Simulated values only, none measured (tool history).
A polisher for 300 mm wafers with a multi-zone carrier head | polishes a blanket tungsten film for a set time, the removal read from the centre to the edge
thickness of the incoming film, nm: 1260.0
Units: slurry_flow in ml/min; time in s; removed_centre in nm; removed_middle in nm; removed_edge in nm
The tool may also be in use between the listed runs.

run,day,slurry_flow,centre_zone,middle_zone,edge_zone,slurry_solids,time,removed_centre,removed_middle,removed_edge
1,0.000,270,1.00,1.00,1.00,1.00,59,298.35,325.34,329.43
2,0.304,275,1.01,1.00,0.97,0.90,57,283.33,294.33,295.95
3,0.458,275,1.00,1.01,0.94,0.85,57,274.16,298.18,296.94
4,0.621,285,1.01,1.02,0.92,0.80,56,272.28,293.26,276.80
5,0.754,285,1.01,1.02,0.89,0.80,56,270.60,289.27,272.90
6,1.104,285,1.01,1.08,0.89,0.80,56,269.74,301.49,271.94
7,1.421,285,1.01,1.07,0.88,0.75,56,267.07,289.10,268.98
8,1.562,290,1.01,1.07,0.87,0.70,55,256.21,285.63,257.45
9,1.675,290,1.01,1.07,0.87,0.70,55,254.47,281.96,257.60
10,1.983,245,1.03,1.02,0.81,0.50,54,228.60,235.31,217.64
11,2.167,255,1.03,1.02,0.82,0.50,54,228.32,236.03,226.21
12,2.333,265,1.03,1.03,0.82,0.50,54,230.17,242.54,219.52
13,2.583,265,1.03,1.03,0.83,0.50,54,231.81,239.57,222.75
14,2.883,270,1.03,1.03,0.84,0.50,54,230.65,241.75,223.26

Run 15 comes next. What will it give?
15,3.221,275,1.03,1.03,0.85,0.50,54,?,?,?

removed_centre: 229.40 nm
removed_middle: 246.62 nm
removed_edge: 226.78 nm
